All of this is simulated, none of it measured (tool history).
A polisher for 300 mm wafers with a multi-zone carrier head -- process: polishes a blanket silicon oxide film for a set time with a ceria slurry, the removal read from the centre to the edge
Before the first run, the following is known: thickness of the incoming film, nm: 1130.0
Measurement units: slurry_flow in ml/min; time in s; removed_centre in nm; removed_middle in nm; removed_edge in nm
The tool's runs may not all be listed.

run	hour	slurry_flow	centre_zone	middle_zone	edge_zone	time	removed_centre	removed_middle	removed_edge
1	0	175	1	1	1	56	347.04	355.28	360.91
2	2.5	175	1.01	1	0.98	55	343.03	351.97	354.28
3	5.2	175	1.02	1	0.97	54	339.46	342.51	339.62
4	14.1	175	1.1	1	0.97	54	375.05	336.62	338.6
5	18.7	170	1.1	1	0.96	53	354.14	333.95	328.78
6	26.7	170	1.1	1	0.92	53	365.56	327.76	328.46
7	34.8	150	1.1	1.08	0.86	42	269.29	279.84	246.22
8	41.6	155	1.1	1.07	0.87	42	277.93	280.43	250.19

What does the tool deliver on the next run?
9	48.2	160	1.1	1.07	0.88	42	?	?	?

removed_centre: 281.8 nm
removed_middle: 278.81 nm
removed_edge: 251.65 nm
